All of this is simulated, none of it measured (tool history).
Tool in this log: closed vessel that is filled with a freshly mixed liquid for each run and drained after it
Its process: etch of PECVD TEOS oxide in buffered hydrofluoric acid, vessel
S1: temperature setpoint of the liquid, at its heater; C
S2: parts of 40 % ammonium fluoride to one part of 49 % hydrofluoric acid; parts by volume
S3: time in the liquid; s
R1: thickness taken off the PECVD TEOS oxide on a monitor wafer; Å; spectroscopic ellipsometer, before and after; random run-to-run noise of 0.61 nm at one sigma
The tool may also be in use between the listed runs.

| run | hour | S1 | S2 | S3 | R1 |
|---|---|---|---|---|---|
| 1 | 0.0 | 22.0 | 14.0 | 90 | 1417.6 |
| 2 | 3.1 | 21.0 | 14.0 | 90 | 1333.0 |
| 3 | 6.5 | 21.0 | 11.0 | 90 | 1675.9 |
| 4 | 10.5 | 20.0 | 11.5 | 90 | 1523.9 |
| 5 | 14.9 | 20.0 | 11.5 | 90 | 1532.2 |
| 6 | 21.5 | 19.5 | 12.0 | 90 | 1415.7 |
| 7 | 28.5 | 19.0 | 12.0 | 90 | 1390.8 |
| 8 | 33.1 | 18.5 | 12.5 | 90 | 1291.6 |
| 9 | 35.0 | 18.0 | 12.5 | 90 | 1254.8 |

Estimate the outcome of run 10 from the log above:
| 10 | 42.0 | 17.5 | 13.0 | 90 | ? |

R1: 1183.5 Å

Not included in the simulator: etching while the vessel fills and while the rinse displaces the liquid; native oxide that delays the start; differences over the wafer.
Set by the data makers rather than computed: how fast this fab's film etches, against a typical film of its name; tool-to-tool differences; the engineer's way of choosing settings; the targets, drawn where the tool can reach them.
